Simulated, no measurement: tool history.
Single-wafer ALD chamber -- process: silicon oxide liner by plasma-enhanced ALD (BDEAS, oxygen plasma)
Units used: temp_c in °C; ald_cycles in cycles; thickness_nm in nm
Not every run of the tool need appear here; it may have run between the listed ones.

run,hour,temp_c,ald_cycles,thickness_nm
1,0,315,25,2.3463
2,5.5,315,23,2.1504
3,9.8,315,22,2.0506
4,15,320,22,2.0333
5,18.5,310,22,2.0672
6,21.7,310,24,2.2294
7,29.1,310,24,2.2537
8,34,310,23,2.1772

Run 9 comes next. What will it give?
9,41.7,311,22,?

{"run 9": {"thickness_nm": 2.052}}

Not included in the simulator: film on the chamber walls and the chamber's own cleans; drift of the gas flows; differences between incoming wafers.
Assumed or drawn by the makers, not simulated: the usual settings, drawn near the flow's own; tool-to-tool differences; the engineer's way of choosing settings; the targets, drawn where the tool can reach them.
